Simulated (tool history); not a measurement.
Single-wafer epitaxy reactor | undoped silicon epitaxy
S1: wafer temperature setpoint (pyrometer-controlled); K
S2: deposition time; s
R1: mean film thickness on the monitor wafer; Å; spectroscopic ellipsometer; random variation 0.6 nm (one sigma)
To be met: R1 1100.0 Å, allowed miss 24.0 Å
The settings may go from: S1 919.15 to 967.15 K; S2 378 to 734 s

Run 1, hour 0.0: S1 943.15 K, S2 556 s. Result: R1 1461.5 Å.
Run 2, hour 6.0: S1 947.15 K, S2 556 s. Result: R1 1595.3 Å.
Run 3, hour 10.4: S1 947.15 K, S2 517 s. Result: R1 1469.9 Å.
Run 4, hour 17.8: S1 944.15 K, S2 516 s. Result: R1 1385.5 Å.
Run 5, hour 22.7: S1 951.15 K, S2 516 s. Result: R1 1592.5 Å.
Run 6, hour 26.5: S1 947.15 K, S2 515 s. Result: R1 1481.0 Å.
Run 7, hour 28.2: S1 947.15 K, S2 515 s. Result: R1 1474.9 Å.
Run 8, hour 35.7: S1 935.15 K, S2 511 s. Result: R1 1151.6 Å.
Run 9, hour 41.5: S1 934.15 K, S2 511 s. Result: R1 1137.0 Å.

4 next moves are on the table. One of them brings every result within its allowed miss. Which?
Run A, hour 47.3: S1 934.15 K, S2 525 s. Result: R1 ?.
Run B, hour 47.3: S1 943.15 K, S2 458 s. Result: R1 ?.
Run C, hour 47.3: S1 929.15 K, S2 552 s. Result: R1 ?.
Run D, hour 47.3: S1 936.15 K, S2 514 s. Result: R1 ?.

move      R1
   A  1170.4
   B  1219.4
   C  1113.5
   D  1192.3
A: further off than the last run
B: further off than the last run
C: meets every target
D: further off than the last run
Move C is the one to make.
